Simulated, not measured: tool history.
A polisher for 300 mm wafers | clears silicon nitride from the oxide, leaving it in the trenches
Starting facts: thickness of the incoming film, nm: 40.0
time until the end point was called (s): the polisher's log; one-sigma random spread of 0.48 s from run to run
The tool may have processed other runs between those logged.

run	hour	flow of slurry (ml/min)	pressure of the wafer on the pad (kPa)	speed of the pad under the wafer (m/s)	overpolish time after the end point (s)	time until the end point was called (s)
1	0	230	15.9	0.8	13	72.034
2	4.8	230	17.2	0.8	13	66.572
3	6.8	230	17.2	0.8	13	68.773
4	10.6	185	17.2	0.8	13	70.351
5	16.9	185	17.2	0.8	13	69.263
6	19.8	185	18.6	0.8	13	66.81
7	25.6	195	20	0.82	13	61.676

Run 8 has not been measured yet. What should we expect?
8	27.9	195	20	0.82	13	?

time until the end point was called (s): 60.535
